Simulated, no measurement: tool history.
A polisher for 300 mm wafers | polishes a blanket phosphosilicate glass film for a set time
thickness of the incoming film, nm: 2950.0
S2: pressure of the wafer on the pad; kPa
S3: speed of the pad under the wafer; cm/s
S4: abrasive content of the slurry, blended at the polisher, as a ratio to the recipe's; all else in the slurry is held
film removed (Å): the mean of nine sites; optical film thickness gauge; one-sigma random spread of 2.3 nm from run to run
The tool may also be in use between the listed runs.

{"run": 1, "day": 0.0, "flow of slurry (ml/min)": 160, "S2": 18.6, "S3": 102, "S4": 1, "polishing time (s)": 33, "film removed (Å)": 2857.4}
{"run": 2, "day": 0.192, "flow of slurry (ml/min)": 170, "S2": 18.6, "S3": 102, "S4": 1, "polishing time (s)": 33, "film removed (Å)": 2853.3}
{"run": 3, "day": 0.312, "flow of slurry (ml/min)": 135, "S2": 18.6, "S3": 102, "S4": 1, "polishing time (s)": 33, "film removed (Å)": 2743.7}
{"run": 4, "day": 0.375, "flow of slurry (ml/min)": 140, "S2": 18.6, "S3": 102, "S4": 1, "polishing time (s)": 33, "film removed (Å)": 2781}
{"run": 5, "day": 0.65, "flow of slurry (ml/min)": 140, "S2": 18.6, "S3": 84, "S4": 1, "polishing time (s)": 33, "film removed (Å)": 2433.9}
{"run": 6, "day": 0.846, "flow of slurry (ml/min)": 140, "S2": 18.6, "S3": 84, "S4": 1, "polishing time (s)": 29, "film removed (Å)": 2124.6}
{"run": 7, "day": 1.104, "flow of slurry (ml/min)": 145, "S2": 19.3, "S3": 84, "S4": 1, "polishing time (s)": 29, "film removed (Å)": 2186.7}
{"run": 8, "day": 1.379, "flow of slurry (ml/min)": 150, "S2": 20, "S3": 84, "S4": 1, "polishing time (s)": 29, "film removed (Å)": 2289.3}
{"run": 9, "day": 1.588, "flow of slurry (ml/min)": 155, "S2": 20.7, "S3": 84, "S4": 1, "polishing time (s)": 29, "film removed (Å)": 2368.3}
{"run": 10, "day": 1.733, "flow of slurry (ml/min)": 160, "S2": 21.4, "S3": 84, "S4": 1, "polishing time (s)": 29, "film removed (Å)": 2425.4}

Estimate the outcome of run 11 from the log above:
{"run": 11, "day": 2.033, "flow of slurry (ml/min)": 160, "S2": 22.1, "S3": 84, "S4": 1, "polishing time (s)": 29, "film removed (Å)": "?"}

film removed (Å): 2529
